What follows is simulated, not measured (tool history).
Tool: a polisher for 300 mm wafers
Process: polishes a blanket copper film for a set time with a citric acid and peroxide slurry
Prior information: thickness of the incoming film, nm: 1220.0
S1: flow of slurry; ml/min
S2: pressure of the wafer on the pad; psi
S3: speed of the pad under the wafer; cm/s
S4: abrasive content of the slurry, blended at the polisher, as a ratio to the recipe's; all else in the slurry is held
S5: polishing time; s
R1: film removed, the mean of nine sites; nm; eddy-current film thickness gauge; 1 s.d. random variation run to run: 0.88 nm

{"run": 1, "hour": 0.0, "S1": 280, "S2": 4, "S3": 92, "S4": 1, "S5": 55, "R1": 151.82}
{"run": 2, "hour": 3.3, "S1": 280, "S2": 3.6, "S3": 92, "S4": 1, "S5": 55, "R1": 137.72}
{"run": 3, "hour": 5.9, "S1": 280, "S2": 2.8, "S3": 92, "S4": 1, "S5": 55, "R1": 108.26}
{"run": 4, "hour": 10.7, "S1": 280, "S2": 2.8, "S3": 92, "S4": 1, "S5": 57, "R1": 112.57}
{"run": 5, "hour": 16.4, "S1": 350, "S2": 2.8, "S3": 92, "S4": 1, "S5": 57, "R1": 115.04}
{"run": 6, "hour": 18.4, "S1": 350, "S2": 2.6, "S3": 92, "S4": 1, "S5": 57, "R1": 108.14}
{"run": 7, "hour": 23.2, "S1": 350, "S2": 2.5, "S3": 92, "S4": 1, "S5": 57, "R1": 103.93}

What will run 8 give?
{"run": 8, "hour": 24.3, "S1": 350, "S2": 2.4, "S3": 92, "S4": 1, "S5": 57, "R1": "?"}

R1: 99.32 nm
